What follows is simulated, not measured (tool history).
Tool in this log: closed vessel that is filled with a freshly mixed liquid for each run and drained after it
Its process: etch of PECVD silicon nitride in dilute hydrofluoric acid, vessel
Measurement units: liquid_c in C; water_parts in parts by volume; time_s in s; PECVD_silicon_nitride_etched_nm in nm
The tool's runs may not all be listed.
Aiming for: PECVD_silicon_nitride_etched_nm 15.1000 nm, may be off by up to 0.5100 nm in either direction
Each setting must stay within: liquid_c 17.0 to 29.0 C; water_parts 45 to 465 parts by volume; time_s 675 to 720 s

run	hour	liquid_c	water_parts	time_s	PECVD_silicon_nitride_etched_nm
1	0.0	21.0	255	675	8.4907
2	2.7	18.5	255	675	7.1090
3	8.8	17.0	255	675	6.4640
4	12.0	17.0	255	675	6.4261
5	17.2	20.5	250	675	8.2695
6	18.6	18.5	250	675	7.3582
7	27.7	21.5	245	675	8.9811
8	36.3	23.5	240	675	10.4430
9	42.3	25.0	235	675	11.4710
10	46.1	26.0	230	675	12.8750
11	52.3	26.5	230	675	13.3960
12	58.4	27.0	230	675	13.6440
13	64.6	27.5	230	675	13.9260

4 next moves are on the table. One of them brings every result within its allowed miss. Which?
A	70.8	26.5	190	695	?
B	70.8	25.5	205	675	?
C	70.8	27.0	205	720	?
D	70.8	25.5	190	675	?

move	PECVD_silicon_nitride_etched_nm
A	16.3800
B	13.8560
C	16.2160
D	14.9470
A: takes the result that was furthest off past its target
B: further off than the last run
C: takes the result that was furthest off past its target
D: meets every target
So the answer is move D, the one that meets all the targets.
